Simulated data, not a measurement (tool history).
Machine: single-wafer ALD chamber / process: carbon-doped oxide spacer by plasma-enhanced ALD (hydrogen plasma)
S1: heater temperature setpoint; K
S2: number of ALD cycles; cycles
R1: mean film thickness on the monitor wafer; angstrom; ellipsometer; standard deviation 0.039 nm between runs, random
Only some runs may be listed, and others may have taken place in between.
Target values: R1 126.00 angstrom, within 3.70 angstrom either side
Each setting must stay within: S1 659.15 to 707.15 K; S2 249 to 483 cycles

run 1 hour=0.0 | S1=683.15 S2=366 | R1=171.70
run 2 hour=6.7 | S1=673.15 S2=366 | R1=176.28
run 3 hour=14.2 | S1=673.15 S2=413 | R1=199.10
run 4 hour=18.2 | S1=673.15 S2=432 | R1=209.50
run 5 hour=19.8 | S1=674.15 S2=407 | R1=197.38
run 6 hour=27.0 | S1=674.15 S2=453 | R1=219.69
run 7 hour=28.9 | S1=676.15 S2=425 | R1=204.32
run 8 hour=36.8 | S1=688.15 S2=366 | R1=168.18
run 9 hour=38.9 | S1=689.15 S2=352 | R1=161.19
run 10 hour=41.0 | S1=689.15 S2=352 | R1=161.91
run 11 hour=42.8 | S1=690.15 S2=340 | R1=155.97
run 12 hour=49.8 | S1=691.15 S2=330 | R1=150.61

Below are 5 possible settings for the next run. Only one of them brings all results inside the allowed miss of their targets. Which is it?
run A hour=56.8 | S1=703.15 S2=314 | R1=?
run B hour=56.8 | S1=693.15 S2=262 | R1=?
run C hour=56.8 | S1=701.15 S2=289 | R1=?
run D hour=56.8 | S1=696.15 S2=259 | R1=?
run E hour=56.8 | S1=695.15 S2=302 | R1=?

move=A R1=136.73
move=B R1=118.42
move=C R1=126.80
move=D R1=115.78
move=E R1=135.50
A: nearer the targets than the last run, but a result is still out of spec
B: moves the result that the last run missed by most past its target, out the other side
C: all results in spec
D: moves the result that the last run missed by most past its target, out the other side
E: nearer the targets than the last run, but a result is still out of spec
C meets every target.
